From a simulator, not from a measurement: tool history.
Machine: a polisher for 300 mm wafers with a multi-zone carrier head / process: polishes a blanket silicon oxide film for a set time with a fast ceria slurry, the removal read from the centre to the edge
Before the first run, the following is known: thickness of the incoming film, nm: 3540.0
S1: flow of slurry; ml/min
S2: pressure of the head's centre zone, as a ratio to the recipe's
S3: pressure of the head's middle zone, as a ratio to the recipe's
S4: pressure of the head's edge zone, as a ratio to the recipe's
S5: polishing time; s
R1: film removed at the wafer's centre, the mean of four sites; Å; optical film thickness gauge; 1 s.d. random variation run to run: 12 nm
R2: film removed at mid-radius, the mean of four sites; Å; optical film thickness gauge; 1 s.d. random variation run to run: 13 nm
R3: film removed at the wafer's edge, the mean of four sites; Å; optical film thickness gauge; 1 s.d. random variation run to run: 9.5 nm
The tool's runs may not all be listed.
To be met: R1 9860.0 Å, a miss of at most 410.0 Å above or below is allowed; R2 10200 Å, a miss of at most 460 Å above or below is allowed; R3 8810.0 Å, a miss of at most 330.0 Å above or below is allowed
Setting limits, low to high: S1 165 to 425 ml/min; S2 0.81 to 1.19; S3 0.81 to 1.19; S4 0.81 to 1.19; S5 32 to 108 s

run,hour,S1,S2,S3,S4,S5,R1,R2,R3
1,0.0,275,1.00,1.00,1.00,70,12502.0,12672,12527.0
2,3.5,275,0.94,1.00,1.00,70,12286.0,12714,12676.0
3,11.0,215,0.94,1.00,1.00,70,11649.0,12588,11950.0
4,18.7,205,0.96,1.00,0.97,67,11187.0,11623,11154.0
5,23.6,205,0.96,1.00,1.03,67,11071.0,11572,11593.0
6,24.1,195,0.97,1.00,0.99,65,10791.0,11104,11152.0
7,27.6,195,0.99,1.03,0.95,62,10341.0,11089,10510.0
8,30.1,190,1.03,1.04,0.92,60,10428.0,10776,9663.0
9,35.3,185,1.03,1.04,0.91,59,10320.0,10356,9613.7
10,38.3,185,1.03,1.05,0.89,58,9737.3,10302,9525.3

Exercise: of the 4 proposed moves below, exactly one satisfies all targets within the stated allowed misses. Which move is it?
A,41.3,205,0.90,0.92,0.98,60,?,?,?
B,41.3,230,0.85,0.88,0.90,63,?,?,?
C,41.3,170,1.09,1.09,0.88,56,?,?,?
D,41.3,170,1.01,1.01,0.90,61,?,?,?

move,R1,R2,R3
A,9592.8,9864,10095.0
B,9939.6,10164,10378.0
C,9677.2,10253,8768.5
D,10050.0,10470,9647.5
A: lands further from the targets than the last run did
B: lands further from the targets than the last run did
C: all results land within tolerance of their targets
D: lands further from the targets than the last run did
The move that meets every target is C.
